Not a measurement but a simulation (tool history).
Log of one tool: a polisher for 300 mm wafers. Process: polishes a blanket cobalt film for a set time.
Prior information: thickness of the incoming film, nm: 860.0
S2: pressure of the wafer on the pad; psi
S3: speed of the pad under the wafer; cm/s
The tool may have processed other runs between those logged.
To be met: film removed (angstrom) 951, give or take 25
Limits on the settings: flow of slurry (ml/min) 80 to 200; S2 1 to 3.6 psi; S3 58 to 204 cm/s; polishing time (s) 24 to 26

run 1 hour=0 | flow_of_slurry_(ml/min)=130 S2=2.3 S3=130 polishing_time_(s)=26 | film_removed_(angstrom)=1581.3
run 2 hour=2.5 | flow_of_slurry_(ml/min)=130 S2=2.3 S3=162 polishing_time_(s)=26 | film_removed_(angstrom)=1849.2
run 3 hour=4.1 | flow_of_slurry_(ml/min)=125 S2=2.1 S3=160 polishing_time_(s)=26 | film_removed_(angstrom)=1665.5
run 4 hour=4.8 | flow_of_slurry_(ml/min)=100 S2=2.1 S3=160 polishing_time_(s)=26 | film_removed_(angstrom)=1577.3
run 5 hour=8.8 | flow_of_slurry_(ml/min)=100 S2=2 S3=160 polishing_time_(s)=26 | film_removed_(angstrom)=1512.8
run 6 hour=17.4 | flow_of_slurry_(ml/min)=100 S2=2 S3=160 polishing_time_(s)=24 | film_removed_(angstrom)=1380.9
run 7 hour=25.3 | flow_of_slurry_(ml/min)=100 S2=1.9 S3=160 polishing_time_(s)=24 | film_removed_(angstrom)=1316.3
-- hour=27.9 worn pad replaced by a new one
run 8 hour=27.9 | flow_of_slurry_(ml/min)=100 S2=1.8 S3=160 polishing_time_(s)=24 | film_removed_(angstrom)=1381.6
run 9 hour=33.3 | flow_of_slurry_(ml/min)=95 S2=1.7 S3=156 polishing_time_(s)=24 | film_removed_(angstrom)=1268.4
run 10 hour=35.4 | flow_of_slurry_(ml/min)=95 S2=1.7 S3=156 polishing_time_(s)=24 | film_removed_(angstrom)=1273.6
run 11 hour=42.9 | flow_of_slurry_(ml/min)=95 S2=1.6 S3=154 polishing_time_(s)=24 | film_removed_(angstrom)=1171.8
run 12 hour=44.6 | flow_of_slurry_(ml/min)=95 S2=1.5 S3=154 polishing_time_(s)=24 | film_removed_(angstrom)=1099.7

Which single option among these 5 for the next run brings every result within its allowed miss of target? Just one does.
run A hour=46.3 | flow_of_slurry_(ml/min)=85 S2=1.4 S3=202 polishing_time_(s)=25 | film_removed_(angstrom)=?
run B hour=46.3 | flow_of_slurry_(ml/min)=105 S2=1.2 S3=152 polishing_time_(s)=25 | film_removed_(angstrom)=?
run C hour=46.3 | flow_of_slurry_(ml/min)=95 S2=1.5 S3=132 polishing_time_(s)=24 | film_removed_(angstrom)=?
run D hour=46.3 | flow_of_slurry_(ml/min)=90 S2=1.1 S3=200 polishing_time_(s)=26 | film_removed_(angstrom)=?
run E hour=46.3 | flow_of_slurry_(ml/min)=100 S2=1.6 S3=158 polishing_time_(s)=26 | film_removed_(angstrom)=?

move=A film_removed_(angstrom)=1298.1
move=B film_removed_(angstrom)=960.37
move=C film_removed_(angstrom)=997.23
move=D film_removed_(angstrom)=1087
move=E film_removed_(angstrom)=1333.5
A: lands further from the targets than the last run did
B: all results in spec
C: gains on the last run, yet a result remains outside its allowed miss
D: gains on the last run, yet a result remains outside its allowed miss
E: lands further from the targets than the last run did
So the answer is move B, the one that meets all the targets.
